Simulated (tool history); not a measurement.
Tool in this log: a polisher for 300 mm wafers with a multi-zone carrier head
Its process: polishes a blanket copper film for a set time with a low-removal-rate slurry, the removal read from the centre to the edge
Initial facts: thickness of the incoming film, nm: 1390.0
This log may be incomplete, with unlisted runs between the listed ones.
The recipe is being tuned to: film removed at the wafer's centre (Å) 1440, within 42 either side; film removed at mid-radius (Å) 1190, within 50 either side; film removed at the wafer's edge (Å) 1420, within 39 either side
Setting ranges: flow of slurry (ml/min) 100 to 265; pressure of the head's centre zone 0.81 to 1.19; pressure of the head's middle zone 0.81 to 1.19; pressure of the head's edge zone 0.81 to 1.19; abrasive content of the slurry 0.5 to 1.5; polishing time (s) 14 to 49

| run | day | flow of slurry (ml/min) | pressure of the head's centre zone | pressure of the head's middle zone | pressure of the head's edge zone | abrasive content of the slurry | polishing time (s) | film removed at the wafer's centre (Å) | film removed at mid-radius (Å) | film removed at the wafer's edge (Å) |
|---|---|---|---|---|---|---|---|---|---|---|
| 1 | 0 | 170 | 1 | 1 | 1 | 1 | 31 | 963.57 | 954.42 | 963.65 |
| 2 | 0.271 | 180 | 1.02 | 0.97 | 1.05 | 1.15 | 32 | 1046.2 | 1002.3 | 1072.1 |
| 3 | 0.358 | 195 | 1.06 | 0.96 | 1.09 | 1.25 | 33 | 1165.5 | 1035.6 | 1140.7 |
| 4 | 0.383 | 195 | 1.06 | 0.96 | 1.14 | 1.25 | 33 | 1165.2 | 1026.7 | 1180.1 |
| 5 | 0.533 | 195 | 1.06 | 0.96 | 1.14 | 1.45 | 33 | 1213.6 | 1090.7 | 1209 |
| 6 | 0.675 | 200 | 1.07 | 0.95 | 1.15 | 1.45 | 34 | 1249.4 | 1122.4 | 1247.6 |
| 7 | 0.854 | 205 | 1.08 | 0.93 | 1.16 | 1.45 | 35 | 1312 | 1102.2 | 1312.8 |
| 8 | 1.038 | 215 | 1.09 | 0.93 | 1.17 | 1.45 | 35 | 1309.4 | 1125.3 | 1317.6 |
| 9 | 1.388 | 215 | 1.1 | 0.93 | 1.18 | 1.45 | 36 | 1361.5 | 1177.6 | 1371.3 |
| 10 | 1.683 | 220 | 1.11 | 0.92 | 1.18 | 1.45 | 36 | 1397.4 | 1183.1 | 1371.3 |
| 11 | 1.771 | 220 | 1.11 | 0.91 | 1.18 | 1.45 | 36 | 1408.3 | 1177.9 | 1375.1 |
| 12 | 2.125 | 220 | 1.11 | 0.9 | 1.18 | 1.45 | 36 | 1406.6 | 1141.9 | 1367.7 |
| 13 | 2.304 | 225 | 1.11 | 0.9 | 1.18 | 1.45 | 36 | 1388.6 | 1151.1 | 1374.4 |

Which of these 5 next moves meets every target?
| A | 2.483 | 230 | 1.1 | 0.91 | 1.19 | 1.5 | 37 | ? | ? | ? |
| B | 2.483 | 220 | 1.15 | 0.89 | 1.09 | 1.5 | 36 | ? | ? | ? |
| C | 2.483 | 215 | 1.15 | 0.91 | 1.18 | 1.45 | 35 | ? | ? | ? |
| D | 2.483 | 230 | 1.02 | 0.95 | 1.19 | 1.5 | 36 | ? | ? | ? |
| E | 2.483 | 185 | 1.03 | 0.81 | 1.04 | 1.2 | 40 | ? | ? | ? |

| move | film removed at the wafer's centre (Å) | film removed at mid-radius (Å) | film removed at the wafer's edge (Å) |
|---|---|---|---|
| A | 1442.1 | 1191.7 | 1442.1 |
| B | 1457.3 | 1131.3 | 1342.6 |
| C | 1400.5 | 1107.6 | 1338.5 |
| D | 1300.7 | 1202.4 | 1402.4 |
| E | 1333.4 | 1075.1 | 1360.3 |
A: all results in spec
B: gets the furthest-off result to its target, but another result is out of tolerance
C: gets the furthest-off result to its target, but another result is out of tolerance
D: misses by more than the last run did
E: misses by more than the last run did
So the answer is move A, the one that meets all the targets.
